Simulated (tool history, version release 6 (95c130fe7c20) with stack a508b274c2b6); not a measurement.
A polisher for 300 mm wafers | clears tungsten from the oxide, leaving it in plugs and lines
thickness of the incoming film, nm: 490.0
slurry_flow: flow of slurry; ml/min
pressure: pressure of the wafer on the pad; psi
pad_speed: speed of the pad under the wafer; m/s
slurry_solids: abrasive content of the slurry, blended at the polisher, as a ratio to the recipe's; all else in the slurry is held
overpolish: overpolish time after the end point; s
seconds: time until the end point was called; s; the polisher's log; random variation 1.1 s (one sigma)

run    day  slurry_flow  pressure  pad_speed  slurry_solids  overpolish  seconds
  1      0          250       3.9       0.86              1           5   150.54
  2  0.208          250         4       0.86              1           5   147.41
  3  0.242          250       4.1       0.86              1           5   144.98
  4  0.446          250       4.2       0.86              1           5   141.61
  5  0.712          250       3.5       0.86              1           5   166.91
  6  0.867          250       3.6       0.86              1           5    164.5
  7  1.079          250       3.7       0.86              1           5   157.82

The next listed run, before its measurement:
  8  1.225          250       3.8       0.86              1           5        ?

seconds: 157.32 s
